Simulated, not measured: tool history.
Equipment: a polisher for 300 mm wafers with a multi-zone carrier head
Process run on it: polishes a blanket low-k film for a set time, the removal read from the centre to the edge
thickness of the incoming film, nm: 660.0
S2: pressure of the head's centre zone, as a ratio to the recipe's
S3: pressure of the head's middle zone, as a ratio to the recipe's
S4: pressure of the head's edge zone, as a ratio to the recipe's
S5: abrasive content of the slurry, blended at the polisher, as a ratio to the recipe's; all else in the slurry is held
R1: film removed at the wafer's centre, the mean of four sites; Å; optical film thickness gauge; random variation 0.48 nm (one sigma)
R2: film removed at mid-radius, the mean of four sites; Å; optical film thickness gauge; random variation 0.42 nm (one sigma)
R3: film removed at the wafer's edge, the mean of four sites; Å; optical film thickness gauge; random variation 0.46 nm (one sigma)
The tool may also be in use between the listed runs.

{"run": 1, "hour": 0.0, "flow of slurry (ml/min)": 140, "S2": 1.0, "S3": 1.0, "S4": 1.0, "S5": 1.0, "polishing time (s)": 70, "R1": 308.12, "R2": 315.47, "R3": 314.43}
{"run": 2, "hour": 7.8, "flow of slurry (ml/min)": 140, "S2": 1.06, "S3": 1.0, "S4": 1.0, "S5": 1.0, "polishing time (s)": 70, "R1": 325.93, "R2": 316.54, "R3": 313.83}
{"run": 3, "hour": 8.7, "flow of slurry (ml/min)": 140, "S2": 1.06, "S3": 1.0, "S4": 1.0, "S5": 0.85, "polishing time (s)": 70, "R1": 307.78, "R2": 306.11, "R3": 295.83}
{"run": 4, "hour": 16.0, "flow of slurry (ml/min)": 140, "S2": 1.06, "S3": 1.0, "S4": 1.08, "S5": 0.85, "polishing time (s)": 70, "R1": 307.68, "R2": 298.93, "R3": 305.01}
{"run": 5, "hour": 21.2, "flow of slurry (ml/min)": 155, "S2": 1.05, "S3": 1.06, "S4": 1.05, "S5": 0.95, "polishing time (s)": 71, "R1": 324.68, "R2": 342.71, "R3": 323.54}
{"run": 6, "hour": 23.0, "flow of slurry (ml/min)": 170, "S2": 1.07, "S3": 1.1, "S4": 1.05, "S5": 1.0, "polishing time (s)": 71, "R1": 353.34, "R2": 359.14, "R3": 337.43}
{"run": 7, "hour": 30.9, "flow of slurry (ml/min)": 175, "S2": 0.97, "S3": 1.19, "S4": 0.95, "S5": 1.25, "polishing time (s)": 74, "R1": 355.52, "R2": 445.49, "R3": 357.62}

Run 8 is up next; what results do you expect?
{"run": 8, "hour": 37.0, "flow of slurry (ml/min)": 185, "S2": 0.99, "S3": 1.19, "S4": 0.96, "S5": 1.25, "polishing time (s)": 74, "R1": "?", "R2": "?", "R3": "?"}

Run 8 measured R1 373.17 Å, R2 437.28 Å, R3 363.16 Å.
